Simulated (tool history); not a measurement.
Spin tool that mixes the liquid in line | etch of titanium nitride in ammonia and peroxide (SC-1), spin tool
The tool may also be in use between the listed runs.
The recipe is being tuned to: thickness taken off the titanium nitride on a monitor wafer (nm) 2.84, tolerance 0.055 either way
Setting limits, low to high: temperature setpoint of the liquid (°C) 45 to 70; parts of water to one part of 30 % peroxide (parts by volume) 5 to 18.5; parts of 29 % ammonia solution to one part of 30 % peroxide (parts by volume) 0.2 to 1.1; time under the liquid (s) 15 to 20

| run | hour | temperature setpoint of the liquid (°C) | parts of water to one part of 30 % peroxide (parts by volume) | parts of 29 % ammonia solution to one part of 30 % peroxide (parts by volume) | time under the liquid (s) | thickness taken off the titanium nitride on a monitor wafer (nm) |
|---|---|---|---|---|---|---|
| 1 | 0 | 61 | 10.5 | 0.6 | 20 | 1.8529 |
| 2 | 3.4 | 61 | 10.5 | 0.6 | 20 | 1.8529 |
| 3 | 5.1 | 61 | 8 | 0.6 | 20 | 2.1221 |
| 4 | 9.7 | 61.5 | 8 | 0.6 | 20 | 2.19 |
| 5 | 17.7 | 62 | 8 | 0.6 | 20 | 2.2709 |
| 6 | 21.8 | 62 | 8 | 0.6 | 20 | 2.2709 |
| 7 | 29.3 | 62.5 | 8 | 0.6 | 20 | 2.341 |
| 8 | 33.6 | 63 | 8 | 0.6 | 20 | 2.4215 |
| 9 | 38.8 | 66 | 8 | 0.6 | 20 | 2.9355 |

Next run, 5 choices. One meets every target within its allowed miss, the rest don't. Which?
| A | 44 | 70 | 6.5 | 0.35 | 15 | ? |
| B | 44 | 68 | 5.5 | 0.55 | 15 | ? |
| C | 44 | 68.5 | 9.5 | 0.45 | 20 | ? |
| D | 44 | 66 | 7.5 | 0.6 | 20 | ? |
| E | 44 | 62.5 | 5 | 0.6 | 20 | ? |

| move | thickness taken off the titanium nitride on a monitor wafer (nm) |
|---|---|
| A | 2.8791 |
| B | 2.9685 |
| C | 3.0121 |
| D | 3.0472 |
| E | 2.9542 |
A: all results land within tolerance of their targets
B: lands further from the targets than the last run did
C: lands further from the targets than the last run did
D: lands further from the targets than the last run did
E: lands further from the targets than the last run did
So the answer is move A, the one that meets all the targets.

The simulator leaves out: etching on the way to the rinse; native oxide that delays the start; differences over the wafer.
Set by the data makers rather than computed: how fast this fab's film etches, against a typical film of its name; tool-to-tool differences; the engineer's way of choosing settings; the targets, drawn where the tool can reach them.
